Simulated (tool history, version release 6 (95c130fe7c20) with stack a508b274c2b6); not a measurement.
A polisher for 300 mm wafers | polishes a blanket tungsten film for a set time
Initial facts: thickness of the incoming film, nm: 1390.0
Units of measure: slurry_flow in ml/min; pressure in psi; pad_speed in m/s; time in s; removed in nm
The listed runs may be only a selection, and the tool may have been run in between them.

| run | day | slurry_flow | pressure | pad_speed | slurry_solids | time | removed |
|---|---|---|---|---|---|---|---|
| 1 | 0 | 260 | 4.5 | 1.06 | 1 | 98 | 482.53 |
| 2 | 0.2 | 260 | 4.5 | 1.22 | 1 | 98 | 560.67 |
| 3 | 0.55 | 260 | 4.7 | 1.22 | 1 | 98 | 585.71 |
| 4 | 0.808 | 260 | 4.8 | 1.22 | 1 | 98 | 598.47 |
| 5 | 0.838 | 325 | 4.8 | 1.22 | 1 | 98 | 614.81 |
| 6 | 1.167 | 325 | 4.9 | 1.22 | 1 | 98 | 632.18 |
| 7 | 1.333 | 325 | 5 | 1.22 | 1 | 98 | 636.97 |

Run 8 comes next. What will it give?
| 8 | 1.512 | 325 | 5 | 1.22 | 1 | 98 | ? |

Run 8 produced removed 647.4 nm.

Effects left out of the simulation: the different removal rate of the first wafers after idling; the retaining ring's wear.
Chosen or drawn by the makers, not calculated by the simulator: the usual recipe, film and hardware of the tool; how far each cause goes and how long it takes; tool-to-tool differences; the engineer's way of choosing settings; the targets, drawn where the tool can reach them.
